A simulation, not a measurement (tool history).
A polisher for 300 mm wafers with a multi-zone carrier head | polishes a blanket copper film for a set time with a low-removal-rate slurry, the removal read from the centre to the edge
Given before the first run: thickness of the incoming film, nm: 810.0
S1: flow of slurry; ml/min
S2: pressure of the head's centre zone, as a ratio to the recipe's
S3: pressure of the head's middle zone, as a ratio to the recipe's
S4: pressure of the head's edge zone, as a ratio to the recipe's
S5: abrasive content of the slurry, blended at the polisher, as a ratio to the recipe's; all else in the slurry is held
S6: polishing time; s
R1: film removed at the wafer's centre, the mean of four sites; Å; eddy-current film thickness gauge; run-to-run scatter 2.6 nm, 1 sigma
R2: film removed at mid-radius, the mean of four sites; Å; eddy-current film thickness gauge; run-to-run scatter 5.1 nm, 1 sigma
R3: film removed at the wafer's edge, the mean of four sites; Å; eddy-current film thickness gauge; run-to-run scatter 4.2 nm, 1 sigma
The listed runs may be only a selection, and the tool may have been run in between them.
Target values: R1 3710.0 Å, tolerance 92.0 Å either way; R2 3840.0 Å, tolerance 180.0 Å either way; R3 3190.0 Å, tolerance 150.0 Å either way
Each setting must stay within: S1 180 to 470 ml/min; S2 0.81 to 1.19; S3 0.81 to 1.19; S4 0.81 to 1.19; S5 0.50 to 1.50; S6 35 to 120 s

run  hour   S1    S2    S3    S4    S5  S6      R1      R2      R3
  1   0.0  300  1.00  1.00  1.00  1.00  77  2580.6  2683.7  2708.8
  2   5.2  300  0.97  1.00  1.00  1.00  77  2510.6  2618.4  2700.3
  3  11.0  300  0.97  1.00  1.00  0.90  77  2492.4  2654.0  2678.3
  4  14.3  305  0.99  1.02  1.00  0.90  78  2563.9  2699.3  2701.3
  5  21.2  305  0.99  0.98  1.00  0.90  78  2531.7  2554.2  2695.3
  6  24.5  305  0.99  0.98  1.09  0.90  78  2577.9  2570.6  2892.3
  7  28.4  310  1.01  1.00  1.08  0.95  79  2661.3  2737.9  2935.1
  8  35.2  380  1.11  1.05  0.98  1.20  88  3507.8  3292.3  3203.8
  9  41.6  380  1.11  1.06  0.98  1.20  88  3439.6  3316.3  3162.3
 10  49.4  380  1.12  1.07  0.98  1.20  88  3464.4  3373.1  3143.8

Which single option among these 4 for the next run brings every result within its allowed miss of target? Just one does.
  A  57.2  385  1.11  1.15  0.86  0.95  98   ?   ?   ?
  B  57.2  360  1.01  1.18  1.03  1.15  88   ?   ?   ?
  C  57.2  430  1.08  0.95  1.11  1.15  79   ?   ?   ?
  D  57.2  300  1.19  1.01  0.96  1.25  90   ?   ?   ?

move      R1      R2      R3
   A  3751.8  3856.6  3167.7
   B  3144.1  3636.3  3187.0
   C  3058.6  2748.7  3011.9
   D  3776.0  3247.5  3162.2
A: every result within its allowed miss
B: its largest miss is bigger than the last run's
C: its largest miss is bigger than the last run's
D: gets the furthest-off result to its target, but another result is out of tolerance
The move that meets every target is A.
